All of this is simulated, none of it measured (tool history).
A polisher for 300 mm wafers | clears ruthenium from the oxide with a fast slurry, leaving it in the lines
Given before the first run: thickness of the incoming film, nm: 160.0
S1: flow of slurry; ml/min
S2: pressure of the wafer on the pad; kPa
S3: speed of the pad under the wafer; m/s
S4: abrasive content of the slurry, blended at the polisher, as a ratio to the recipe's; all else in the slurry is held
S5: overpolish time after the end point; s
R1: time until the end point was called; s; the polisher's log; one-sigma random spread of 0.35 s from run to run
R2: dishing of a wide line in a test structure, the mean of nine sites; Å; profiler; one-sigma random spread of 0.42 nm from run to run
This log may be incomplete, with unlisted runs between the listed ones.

run	day	S1	S2	S3	S4	S5	R1	R2
1	0.000	130	20.0	1.04	1.00	28	30.457	718.51
2	0.096	130	18.6	1.04	1.00	22	31.509	617.98
3	0.271	125	15.9	1.10	1.00	18	33.476	518.62
4	0.433	125	15.9	1.34	1.00	18	29.450	576.32
5	0.704	110	13.8	1.32	1.10	15	31.646	484.39
6	0.900	110	13.8	1.32	1.10	23	32.197	626.00
7	1.246	110	13.8	1.32	1.10	23	32.173	627.41
8	1.417	105	12.4	1.28	1.15	19	35.238	529.11

What will run 9 give?
9	1.504	100	12.4	1.26	1.20	16	?	?

{"run 9": {"R1": 34.605, "R2": 458.75}}
